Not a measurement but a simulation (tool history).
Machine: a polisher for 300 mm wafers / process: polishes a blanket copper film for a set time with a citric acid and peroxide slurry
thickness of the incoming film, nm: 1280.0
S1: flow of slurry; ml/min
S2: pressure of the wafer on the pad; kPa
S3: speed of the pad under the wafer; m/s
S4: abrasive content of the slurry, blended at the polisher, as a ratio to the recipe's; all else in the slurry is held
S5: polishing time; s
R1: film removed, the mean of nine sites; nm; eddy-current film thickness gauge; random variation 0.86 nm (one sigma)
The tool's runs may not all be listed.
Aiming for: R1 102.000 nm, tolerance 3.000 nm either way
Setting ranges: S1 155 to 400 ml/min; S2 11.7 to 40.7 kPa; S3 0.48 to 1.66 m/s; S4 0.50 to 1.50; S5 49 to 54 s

run	hour	S1	S2	S3	S4	S5	R1
1	0.0	255	26.2	1.06	1.00	54	192.030
2	8.1	255	26.2	1.06	1.00	54	195.060
3	16.7	255	23.4	1.04	1.00	54	168.600
4	23.8	255	20.7	1.04	1.00	54	151.130
5	26.1	255	23.4	1.04	1.00	54	170.300
6	34.2	255	29.0	1.04	1.00	54	209.560
7	35.0	255	25.5	1.02	1.00	54	184.920
8	36.2	245	18.6	0.84	1.00	54	110.450
9	42.7	240	18.6	0.84	1.00	54	111.760
10	50.7	240	17.9	0.84	1.00	54	107.580
11	51.3	235	17.9	0.84	1.00	54	107.550
12	59.7	235	17.9	0.84	1.00	54	107.130
13	64.0	230	17.9	0.84	1.00	54	106.490
14	64.9	225	17.9	0.84	1.00	54	105.470
15	69.7	220	17.9	0.84	1.00	54	106.490
16	72.4	215	17.9	0.84	1.00	54	106.630

Which of these 4 next moves meets every target?
A	75.1	205	17.9	0.78	0.90	54	?
B	75.1	185	20.0	0.82	1.05	52	?
C	75.1	175	15.9	1.00	0.85	54	?
D	75.1	155	20.0	0.84	1.05	53	?

move	R1
A	95.496
B	109.130
C	102.730
D	109.990
A: takes the result that was furthest off past its target
B: further off than the last run
C: every result within its allowed miss
D: further off than the last run
Go with C: it meets all targets.

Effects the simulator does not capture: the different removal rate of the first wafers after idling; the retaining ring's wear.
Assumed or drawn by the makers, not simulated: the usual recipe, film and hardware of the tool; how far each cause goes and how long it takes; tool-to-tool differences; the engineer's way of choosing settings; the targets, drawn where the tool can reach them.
